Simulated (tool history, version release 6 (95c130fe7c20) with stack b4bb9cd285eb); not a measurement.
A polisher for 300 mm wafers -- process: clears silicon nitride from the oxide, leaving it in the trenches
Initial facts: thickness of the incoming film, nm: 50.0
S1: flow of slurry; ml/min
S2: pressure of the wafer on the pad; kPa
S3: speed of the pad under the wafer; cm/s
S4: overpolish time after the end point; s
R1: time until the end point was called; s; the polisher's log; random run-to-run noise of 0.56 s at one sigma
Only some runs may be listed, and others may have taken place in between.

run 1 hour=0.0 | S1=155 S2=18.6 S3=84 S4=6 | R1=54.035
run 2 hour=4.4 | S1=160 S2=19.3 S3=84 S4=6 | R1=51.690
run 3 hour=9.3 | S1=120 S2=19.3 S3=84 S4=6 | R1=53.987
run 4 hour=14.3 | S1=150 S2=19.3 S3=84 S4=6 | R1=52.213
run 5 hour=17.4 | S1=115 S2=19.3 S3=84 S4=6 | R1=54.983
run 6 hour=21.6 | S1=120 S2=20.0 S3=84 S4=6 | R1=52.410

What will run 7 give?
run 7 hour=30.2 | S1=125 S2=20.0 S3=84 S4=6 | R1=?

Run 7 yielded R1 52.232 s.

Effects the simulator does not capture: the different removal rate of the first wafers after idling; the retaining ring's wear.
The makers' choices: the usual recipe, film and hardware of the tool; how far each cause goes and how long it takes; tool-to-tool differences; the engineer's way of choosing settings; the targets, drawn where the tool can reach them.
